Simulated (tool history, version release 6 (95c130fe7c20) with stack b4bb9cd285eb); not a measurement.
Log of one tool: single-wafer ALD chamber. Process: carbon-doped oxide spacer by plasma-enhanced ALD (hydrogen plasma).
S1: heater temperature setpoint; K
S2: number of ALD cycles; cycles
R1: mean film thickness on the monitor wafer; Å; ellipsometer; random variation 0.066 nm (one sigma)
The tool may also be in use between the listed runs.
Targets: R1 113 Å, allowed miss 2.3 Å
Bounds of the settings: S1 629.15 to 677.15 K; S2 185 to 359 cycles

run,hour,S1,S2,R1
1,0,653.15,272,137.19
2,9.5,662.15,272,137.05
3,17.9,662.15,263,133.2
4,23.3,657.15,263,132.36
5,26,657.15,237,120.43
6,34.4,657.15,204,102.42
7,38.5,657.15,208,104.24
8,45.4,657.15,211,105.54
9,52.3,657.15,214,107.55
10,59.6,657.15,216,109.16
11,68.1,657.15,217,110.58
# hour 75.3: thermocouple changed; heater temperature recalibrated
12,75.3,657.15,218,110.18
13,80.9,657.15,219,109.3

Which of these 5 next moves meets every target?
A,86.5,652.15,214,?
B,86.5,653.15,225,?
C,86.5,655.15,233,?
D,86.5,655.15,213,?
E,86.5,662.15,212,?

move,R1
A,107.04
B,112.54
C,116.54
D,106.54
E,106.04
A: further off than the last run
B: meets every target
C: takes the result that was furthest off past its target
D: further off than the last run
E: further off than the last run
The right move is B.
